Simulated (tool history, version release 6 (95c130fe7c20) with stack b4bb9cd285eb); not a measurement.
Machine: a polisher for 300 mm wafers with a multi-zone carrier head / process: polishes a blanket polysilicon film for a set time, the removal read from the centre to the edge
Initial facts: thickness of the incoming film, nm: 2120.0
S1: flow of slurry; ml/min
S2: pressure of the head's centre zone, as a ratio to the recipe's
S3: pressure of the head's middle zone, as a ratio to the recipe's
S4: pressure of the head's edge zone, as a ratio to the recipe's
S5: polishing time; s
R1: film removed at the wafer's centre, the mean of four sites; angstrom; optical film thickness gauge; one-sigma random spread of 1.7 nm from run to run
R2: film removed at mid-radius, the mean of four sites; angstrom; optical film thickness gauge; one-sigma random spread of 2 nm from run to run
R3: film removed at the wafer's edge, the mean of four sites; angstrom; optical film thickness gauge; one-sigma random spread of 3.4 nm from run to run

Run 1, hour 0.0: S1 280 ml/min, S2 1.00, S3 1.00, S4 1.00, S5 39 s. Result: R1 3714.7 angstrom, R2 3669.2 angstrom, R3 3586.2 angstrom.
Run 2, hour 6.3: S1 280 ml/min, S2 1.00, S3 1.00, S4 1.00, S5 29 s. Result: R1 2796.0 angstrom, R2 2730.1 angstrom, R3 2825.7 angstrom.
Run 3, hour 9.5: S1 280 ml/min, S2 1.00, S3 1.00, S4 1.05, S5 29 s. Result: R1 2798.5 angstrom, R2 2719.8 angstrom, R3 2827.2 angstrom.
Run 4, hour 11.8: S1 280 ml/min, S2 1.00, S3 1.00, S4 1.05, S5 34 s. Result: R1 3264.5 angstrom, R2 3199.8 angstrom, R3 3306.0 angstrom.
Run 5, hour 14.6: S1 280 ml/min, S2 1.00, S3 0.94, S4 1.05, S5 34 s. Result: R1 3255.6 angstrom, R2 2999.5 angstrom, R3 3310.3 angstrom.
Run 6, hour 17.3: S1 280 ml/min, S2 1.00, S3 0.94, S4 1.01, S5 32 s. Result: R1 3076.1 angstrom, R2 2861.3 angstrom, R3 3030.0 angstrom.
Run 7, hour 18.2: S1 275 ml/min, S2 0.99, S3 0.92, S4 0.98, S5 31 s. Result: R1 2922.3 angstrom, R2 2755.8 angstrom, R3 2830.4 angstrom.
Run 8, hour 25.7: S1 270 ml/min, S2 0.98, S3 0.90, S4 0.98, S5 30 s. Result: R1 2827.9 angstrom, R2 2576.3 angstrom, R3 2816.2 angstrom.
Run 9, hour 30.7: S1 265 ml/min, S2 0.97, S3 0.89, S4 0.95, S5 30 s. Result: R1 2766.2 angstrom, R2 2570.9 angstrom, R3 2713.8 angstrom.
Run 10, hour 33.1: S1 255 ml/min, S2 0.96, S3 0.87, S4 0.93, S5 30 s. Result: R1 2759.4 angstrom, R2 2488.5 angstrom, R3 2639.2 angstrom.
Run 11, hour 35.0: S1 245 ml/min, S2 0.94, S3 0.86, S4 0.92, S5 30 s. Result: R1 2680.9 angstrom, R2 2451.6 angstrom, R3 2685.2 angstrom.
Run 12, hour 38.7: S1 245 ml/min, S2 0.93, S3 0.85, S4 0.90, S5 30 s. Result: R1 2643.4 angstrom, R2 2409.3 angstrom, R3 2707.9 angstrom.
Run 13, hour 41.4: S1 245 ml/min, S2 0.93, S3 0.86, S4 0.89, S5 29 s. Result: R1 2603.9 angstrom, R2 2354.3 angstrom, R3 2573.0 angstrom.
Run 14, hour 47.8: S1 245 ml/min, S2 0.92, S3 0.87, S4 0.88, S5 29 s. Result: R1 2561.3 angstrom, R2 2434.6 angstrom, R3 2553.4 angstrom.
Run 15, hour 51.7: S1 240 ml/min, S2 0.92, S3 0.86, S4 0.87, S5 29 s. Result: R1 2525.0 angstrom, R2 2389.6 angstrom, R3 2523.0 angstrom.

What will run 16 give?
Run 16, hour 53.1: S1 235 ml/min, S2 0.92, S3 0.85, S4 0.86, S5 29 s. Result: R1 ?, R2 ?, R3 ?.

R1: 2552.5 angstrom
R2: 2350.9 angstrom
R3: 2440.4 angstrom
